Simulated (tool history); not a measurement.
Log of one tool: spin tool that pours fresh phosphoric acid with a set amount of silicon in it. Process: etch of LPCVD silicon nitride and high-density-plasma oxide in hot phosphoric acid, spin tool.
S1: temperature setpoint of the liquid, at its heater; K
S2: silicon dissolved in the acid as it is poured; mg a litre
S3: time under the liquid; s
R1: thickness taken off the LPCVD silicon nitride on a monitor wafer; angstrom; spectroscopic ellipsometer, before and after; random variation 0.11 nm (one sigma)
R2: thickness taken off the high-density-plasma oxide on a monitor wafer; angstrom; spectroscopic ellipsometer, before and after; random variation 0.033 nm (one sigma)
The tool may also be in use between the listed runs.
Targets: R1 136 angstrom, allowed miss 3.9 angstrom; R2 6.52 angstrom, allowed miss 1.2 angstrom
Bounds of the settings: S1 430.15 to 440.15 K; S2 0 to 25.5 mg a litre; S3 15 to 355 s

run  hour      S1   S2   S3      R1      R2
  1     0  435.15   11  180  165.37  7.9666
  2     8  433.65   11  180  156.26  6.8949
  3  12.4  433.65   11  210  183.09  9.1111
  4  20.5  432.65  9.5  200   167.1  9.1175
  5  25.9  432.65  6.5  200  165.24  9.2995
  6  33.1  434.65  6.5  200  180.76  10.124
     40.5  -- thermometer replaced
  7  40.5  433.65  7.5  195  157.92  7.2129
  8    45  432.65    7  195  153.27  7.5393
  9    52  432.15  6.5  195  148.91  7.3222
 10  58.9  431.65    6  195  146.46  7.2581
 11  60.7  431.15    6  195  144.39  6.7942
 12  64.3  431.15    5  195  146.29  6.9142
 13  67.6  431.15    5  195  144.62  5.9731
 14  71.4  431.65  3.5  190  141.48   7.546
 15  76.1  431.65    4  190   142.9  7.4387

Which of these 5 next moves meets every target?
  A  80.8  433.65     0  195   ?   ?
  B  80.8  430.15  12.5  215   ?   ?
  C  80.8  432.15     6  195   ?   ?
  D  80.8  431.65   2.5  180   ?   ?
  E  80.8  432.65   2.5  185   ?   ?

move      R1      R2
   A  157.87   9.226
   B  154.65  6.0556
   C   150.1   7.354
   D  136.23  7.0071
   E  144.82  7.7583
A: further off than the last run
B: further off than the last run
C: further off than the last run
D: meets every target
E: further off than the last run
Move D is the one to make.
